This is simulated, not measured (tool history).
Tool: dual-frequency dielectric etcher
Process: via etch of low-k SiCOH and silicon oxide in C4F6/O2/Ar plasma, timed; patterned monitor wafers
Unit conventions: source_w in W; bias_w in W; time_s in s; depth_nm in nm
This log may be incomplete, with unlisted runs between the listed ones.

run 1 day=0.000 | source_w=270 bias_w=213 time_s=47.0 | depth_nm=114.11
run 2 day=0.246 | source_w=260 bias_w=211 time_s=47.0 | depth_nm=112.85
run 3 day=0.458 | source_w=250 bias_w=209 time_s=47.0 | depth_nm=111.15
run 4 day=0.654 | source_w=250 bias_w=227 time_s=47.0 | depth_nm=114.54
run 5 day=0.912 | source_w=250 bias_w=227 time_s=47.0 | depth_nm=113.21
run 6 day=1.038 | source_w=270 bias_w=227 time_s=47.0 | depth_nm=116.88
run 7 day=1.167 | source_w=250 bias_w=224 time_s=47.0 | depth_nm=113.57

Forecast run 8:
run 8 day=1.412 | source_w=240 bias_w=221 time_s=47.0 | depth_nm=?

depth_nm: 111.69 nm
